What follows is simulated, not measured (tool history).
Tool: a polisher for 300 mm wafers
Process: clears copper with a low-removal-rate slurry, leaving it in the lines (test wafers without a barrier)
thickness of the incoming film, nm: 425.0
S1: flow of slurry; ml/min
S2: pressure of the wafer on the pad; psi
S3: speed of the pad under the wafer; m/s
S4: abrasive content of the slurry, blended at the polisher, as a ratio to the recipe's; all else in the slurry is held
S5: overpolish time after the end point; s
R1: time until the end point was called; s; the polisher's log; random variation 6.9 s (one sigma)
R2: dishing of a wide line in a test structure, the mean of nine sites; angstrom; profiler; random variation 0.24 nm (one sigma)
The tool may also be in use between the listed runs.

run,day,S1,S2,S3,S4,S5,R1,R2
1,0,205,3,1.04,1,13,147.88,311.67
2,0.221,255,3,1.04,1,13,150.24,321.46
3,0.579,255,2.3,1.04,1,13,191.37,247.68
4,0.829,255,2.3,1.04,1.1,13,193.92,254.32
5,0.962,255,2.2,1,1.1,13,207.38,238.31
6,1.283,255,2.2,1,1.1,17,209.66,297.84

Run 7 comes next. What will it give?
# day 1.433: head pressure recalibrated
7,1.433,255,2.1,0.96,1.1,17,?,?

{"run 7": {"R1": 232.72, "R2": 263.52}}
